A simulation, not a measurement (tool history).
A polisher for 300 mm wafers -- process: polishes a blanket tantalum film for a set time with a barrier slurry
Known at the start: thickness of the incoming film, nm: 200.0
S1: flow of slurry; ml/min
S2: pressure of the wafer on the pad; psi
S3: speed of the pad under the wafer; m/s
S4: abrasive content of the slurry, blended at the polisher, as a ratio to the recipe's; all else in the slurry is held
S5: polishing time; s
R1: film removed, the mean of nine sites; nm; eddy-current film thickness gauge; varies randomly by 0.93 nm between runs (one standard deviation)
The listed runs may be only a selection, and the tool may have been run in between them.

{"run": 1, "hour": 0.0, "S1": 280, "S2": 2, "S3": 1.26, "S4": 1, "S5": 50, "R1": 94.266}
{"run": 2, "hour": 1.4, "S1": 280, "S2": 2, "S3": 1.26, "S4": 0.85, "S5": 50, "R1": 88.277}
{"run": 3, "hour": 2.4, "S1": 280, "S2": 2, "S3": 1.26, "S4": 0.7, "S5": 50, "R1": 82.249}
{"run": 4, "hour": 5.4, "S1": 280, "S2": 2, "S3": 1.26, "S4": 0.7, "S5": 50, "R1": 82.629}
{"run": 5, "hour": 8.0, "S1": 280, "S2": 2, "S3": 1.26, "S4": 0.7, "S5": 50, "R1": 82.368}
{"run": 6, "hour": 8.9, "S1": 315, "S2": 2, "S3": 1.26, "S4": 0.7, "S5": 50, "R1": 83.437}
{"run": 7, "hour": 11.5, "S1": 320, "S2": 2.4, "S3": 1.28, "S4": 0.7, "S5": 50, "R1": 101.14}

For run 8, what comes out?
{"hour": 17.0, "done": "slurry nozzle cleaned"}
{"run": 8, "hour": 17.0, "S1": 320, "S2": 2.6, "S3": 1.32, "S4": 0.7, "S5": 50, "R1": "?"}

Run 8 yielded R1 115.79 nm.

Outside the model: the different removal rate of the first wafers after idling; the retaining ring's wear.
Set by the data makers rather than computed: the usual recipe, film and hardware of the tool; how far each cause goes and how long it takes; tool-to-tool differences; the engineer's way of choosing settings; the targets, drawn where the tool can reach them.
